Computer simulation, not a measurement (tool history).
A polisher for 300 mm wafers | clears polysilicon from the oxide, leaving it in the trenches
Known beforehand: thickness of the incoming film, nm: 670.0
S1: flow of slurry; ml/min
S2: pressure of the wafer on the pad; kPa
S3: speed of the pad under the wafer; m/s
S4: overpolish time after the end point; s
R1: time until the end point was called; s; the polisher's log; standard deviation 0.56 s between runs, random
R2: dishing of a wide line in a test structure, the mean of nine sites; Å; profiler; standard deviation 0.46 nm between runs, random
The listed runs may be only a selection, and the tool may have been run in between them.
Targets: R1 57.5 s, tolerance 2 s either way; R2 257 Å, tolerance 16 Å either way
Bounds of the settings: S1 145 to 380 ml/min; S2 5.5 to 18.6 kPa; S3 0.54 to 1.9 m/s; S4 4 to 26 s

run,hour,S1,S2,S3,S4,R1,R2
1,0,245,11.7,1.22,13,75.03,366.27
2,5.3,245,11.7,1.08,13,81.674,349.6
3,9.8,270,13.1,0.98,11,78.623,336.16
4,11.7,290,14.5,0.92,10,74.773,333.89
5,15.6,350,14.5,0.92,10,74.605,327.6
6,16.6,300,14.5,0.92,10,73.716,333.12
7,23.2,315,15.2,0.9,9,72.362,323.55
8,26.4,330,15.9,0.9,8,68.605,326.96
9,28.1,340,16.5,0.88,7,67.248,311.27
10,36.3,350,17.2,0.88,6,62.85,300.69
11,40,355,17.2,0.88,6,64.312,294.65
12,46.7,360,17.2,0.88,6,63.752,292.11
13,48.1,365,17.2,0.88,6,64.484,293.25
14,55.1,370,17.2,0.88,6,63.099,296.05
15,56.9,375,17.9,0.88,5,61.248,267.16
16,59,375,17.9,0.88,5,62.2,270.47
17,67.1,375,17.9,0.88,5,60.919,284.01

Of the 4 settings listed for the next run, only one would bring every result within its allowed miss of target. Which one?
A,75.2,380,17.9,0.94,6,?,?
B,75.2,380,18.6,0.9,4,?,?
C,75.2,365,17.9,0.94,6,?,?
D,75.2,370,18.6,1.06,6,?,?

move,R1,R2
A,58.101,297.31
B,57.953,248.12
C,58.275,296.98
D,50.924,310.97
A: the worst result of the last run now meets its target, but another is out of spec
B: every result within its allowed miss
C: the worst result of the last run now meets its target, but another is out of spec
D: moves the result that the last run missed by most past its target, out the other side
B meets every target.
